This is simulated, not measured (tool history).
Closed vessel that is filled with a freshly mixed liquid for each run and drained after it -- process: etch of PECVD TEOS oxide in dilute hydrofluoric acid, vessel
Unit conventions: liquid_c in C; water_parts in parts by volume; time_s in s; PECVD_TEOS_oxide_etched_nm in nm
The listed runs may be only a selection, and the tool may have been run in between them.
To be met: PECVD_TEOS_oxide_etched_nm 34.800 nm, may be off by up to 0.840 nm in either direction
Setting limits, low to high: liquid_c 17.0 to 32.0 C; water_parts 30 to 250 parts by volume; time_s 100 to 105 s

{"run": 1, "hour": 0.0, "liquid_c": 24.0, "water_parts": 140, "time_s": 100, "PECVD_TEOS_oxide_etched_nm": 19.557}
{"run": 2, "hour": 8.3, "liquid_c": 24.0, "water_parts": 160, "time_s": 100, "PECVD_TEOS_oxide_etched_nm": 16.606}
{"run": 3, "hour": 12.5, "liquid_c": 24.0, "water_parts": 115, "time_s": 100, "PECVD_TEOS_oxide_etched_nm": 24.351}
{"run": 4, "hour": 19.2, "liquid_c": 25.0, "water_parts": 115, "time_s": 100, "PECVD_TEOS_oxide_etched_nm": 25.342}
{"run": 5, "hour": 25.2, "liquid_c": 25.0, "water_parts": 140, "time_s": 100, "PECVD_TEOS_oxide_etched_nm": 20.322}
{"run": 6, "hour": 28.8, "liquid_c": 27.0, "water_parts": 140, "time_s": 100, "PECVD_TEOS_oxide_etched_nm": 21.903}
{"run": 7, "hour": 29.6, "liquid_c": 27.5, "water_parts": 135, "time_s": 100, "PECVD_TEOS_oxide_etched_nm": 23.215}
{"run": 8, "hour": 38.4, "liquid_c": 28.0, "water_parts": 130, "time_s": 100, "PECVD_TEOS_oxide_etched_nm": 24.712}
{"run": 9, "hour": 47.3, "liquid_c": 28.5, "water_parts": 125, "time_s": 100, "PECVD_TEOS_oxide_etched_nm": 26.275}
{"run": 10, "hour": 53.7, "liquid_c": 29.0, "water_parts": 125, "time_s": 100, "PECVD_TEOS_oxide_etched_nm": 26.704}
{"run": 11, "hour": 61.5, "liquid_c": 29.5, "water_parts": 125, "time_s": 100, "PECVD_TEOS_oxide_etched_nm": 27.357}
{"run": 12, "hour": 64.9, "liquid_c": 32.0, "water_parts": 105, "time_s": 100, "PECVD_TEOS_oxide_etched_nm": 36.89}

Pick the move, out of 4, that brings all results within their allowed miss; only one does.
{"run": "A", "hour": 68.3, "liquid_c": 32.0, "water_parts": 115, "time_s": 105, "PECVD_TEOS_oxide_etched_nm": "?"}
{"run": "B", "hour": 68.3, "liquid_c": 31.0, "water_parts": 100, "time_s": 105, "PECVD_TEOS_oxide_etched_nm": "?"}
{"run": "C", "hour": 68.3, "liquid_c": 32.0, "water_parts": 100, "time_s": 105, "PECVD_TEOS_oxide_etched_nm": "?"}
{"run": "D", "hour": 68.3, "liquid_c": 32.0, "water_parts": 105, "time_s": 105, "PECVD_TEOS_oxide_etched_nm": "?"}

move=A PECVD_TEOS_oxide_etched_nm=34.986
move=B PECVD_TEOS_oxide_etched_nm=39.633
move=C PECVD_TEOS_oxide_etched_nm=41.126
move=D PECVD_TEOS_oxide_etched_nm=38.880
A: meets every target
B: its largest miss is bigger than the last run's
C: its largest miss is bigger than the last run's
D: its largest miss is bigger than the last run's
Go with A: it meets all targets.

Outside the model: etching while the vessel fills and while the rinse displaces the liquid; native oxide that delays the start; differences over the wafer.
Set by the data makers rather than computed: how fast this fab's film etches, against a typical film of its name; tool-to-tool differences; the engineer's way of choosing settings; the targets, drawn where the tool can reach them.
